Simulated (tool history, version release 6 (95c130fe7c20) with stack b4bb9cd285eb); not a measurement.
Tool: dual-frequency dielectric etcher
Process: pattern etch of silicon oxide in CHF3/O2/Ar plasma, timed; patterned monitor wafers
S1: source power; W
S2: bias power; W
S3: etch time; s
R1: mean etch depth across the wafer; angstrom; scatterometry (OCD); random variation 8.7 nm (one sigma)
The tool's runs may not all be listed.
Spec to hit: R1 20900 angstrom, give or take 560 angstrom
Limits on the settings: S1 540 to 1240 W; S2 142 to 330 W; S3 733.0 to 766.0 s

run	hour	S1	S2	S3	R1
1	0.0	890	236	733.0	17864
2	4.6	1010	236	733.0	18508
3	11.4	1100	236	733.0	19083
4	18.7	1100	211	733.0	18484
5	26.3	1100	174	733.0	17535
6	31.8	1120	189	740.0	18104
7	38.2	1130	202	745.5	18775
8	46.3	1140	211	749.5	19238
9	49.0	1150	218	752.5	19375

Which single option among these 4 for the next run brings every result within its allowed miss of target? Just one does.
A	51.7	1240	233	766.0	?
B	51.7	1160	220	757.0	?
C	51.7	1120	204	766.0	?
D	51.7	1160	224	754.5	?

move	R1
A	20719
B	19632
C	19168
D	19675
A: hits every target within its allowed miss
B: moves toward the targets from the last run without getting all of them in spec
C: misses by more than the last run did
D: moves toward the targets from the last run without getting all of them in spec
The move that meets every target is A.
